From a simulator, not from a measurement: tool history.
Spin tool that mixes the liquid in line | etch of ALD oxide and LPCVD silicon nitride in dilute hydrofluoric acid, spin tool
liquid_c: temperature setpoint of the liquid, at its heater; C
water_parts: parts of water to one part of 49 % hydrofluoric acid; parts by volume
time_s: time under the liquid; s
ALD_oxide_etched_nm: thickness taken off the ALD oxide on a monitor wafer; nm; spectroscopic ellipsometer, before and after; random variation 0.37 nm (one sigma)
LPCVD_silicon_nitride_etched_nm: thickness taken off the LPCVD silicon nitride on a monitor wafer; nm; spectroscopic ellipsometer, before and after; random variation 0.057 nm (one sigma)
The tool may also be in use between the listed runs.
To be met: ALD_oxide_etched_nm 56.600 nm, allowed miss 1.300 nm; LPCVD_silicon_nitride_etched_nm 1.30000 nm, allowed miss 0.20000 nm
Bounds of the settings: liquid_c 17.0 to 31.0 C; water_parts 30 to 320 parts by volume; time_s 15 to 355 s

run,hour,liquid_c,water_parts,time_s,ALD_oxide_etched_nm,LPCVD_silicon_nitride_etched_nm
1,0.0,23.0,175,180,22.080,0.71008
2,3.7,23.0,175,255,31.050,1.04500
3,8.8,23.0,205,255,25.515,0.84876
4,14.6,20.0,205,255,22.516,0.65548
5,15.5,20.0,255,255,17.351,0.61609
6,18.1,21.0,230,250,20.272,0.60802
7,19.7,25.0,160,285,40.958,1.31020
8,28.1,25.0,150,285,44.192,1.38860
9,35.2,25.0,145,285,46.819,1.49060
10,42.4,24.5,140,285,47.447,1.51740
11,43.9,24.5,135,285,49.015,1.59590
12,44.6,24.5,130,285,51.289,1.46580
13,46.8,24.0,125,285,52.849,1.70940
14,48.2,24.5,125,285,53.536,1.80000
15,51.6,24.5,125,285,53.670,1.65180
16,52.9,21.5,95,275,62.436,1.87420
17,54.2,21.0,95,275,61.748,1.71510
18,60.7,20.5,95,275,60.847,1.60370
19,67.0,20.0,95,275,59.318,1.45980

4 next moves are on the table. One of them brings every result within its allowed miss. Which?
A,73.3,24.5,125,280,?,?
B,73.3,17.5,85,245,?,?
C,73.3,17.0,85,265,?,?
D,73.3,24.0,115,275,?,?

move,ALD_oxide_etched_nm,LPCVD_silicon_nitride_etched_nm
A,52.647,1.62880
B,53.368,1.29690
C,56.512,1.35460
D,55.783,1.68160
A: takes the result that was furthest off past its target
B: takes the result that was furthest off past its target
C: meets every target
D: brings the result that was furthest off to its target, and leaves another outside
The right move is C.

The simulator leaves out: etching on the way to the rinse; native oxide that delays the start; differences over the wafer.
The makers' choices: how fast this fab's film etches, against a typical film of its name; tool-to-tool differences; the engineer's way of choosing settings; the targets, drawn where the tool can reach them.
